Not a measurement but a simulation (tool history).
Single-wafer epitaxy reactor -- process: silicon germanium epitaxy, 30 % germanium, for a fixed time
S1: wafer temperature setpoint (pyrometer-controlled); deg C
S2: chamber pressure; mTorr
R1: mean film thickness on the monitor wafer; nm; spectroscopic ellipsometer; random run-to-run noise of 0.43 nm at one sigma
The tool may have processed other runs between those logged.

| run | hour | S1 | S2 | R1 |
|---|---|---|---|---|
| 1 | 0.0 | 615 | 18500 | 74.961 |
| 2 | 0.8 | 621 | 18500 | 83.294 |
| 3 | 3.7 | 626 | 18500 | 90.795 |
| 4 | 6.9 | 626 | 15200 | 85.319 |
| 5 | 9.3 | 629 | 15300 | 89.429 |
| 6 | 12.4 | 631 | 15400 | 92.792 |

The next listed run, before its measurement:
| 7 | 18.7 | 633 | 15500 | ? |

{"run 7": {"R1": 97.354}}
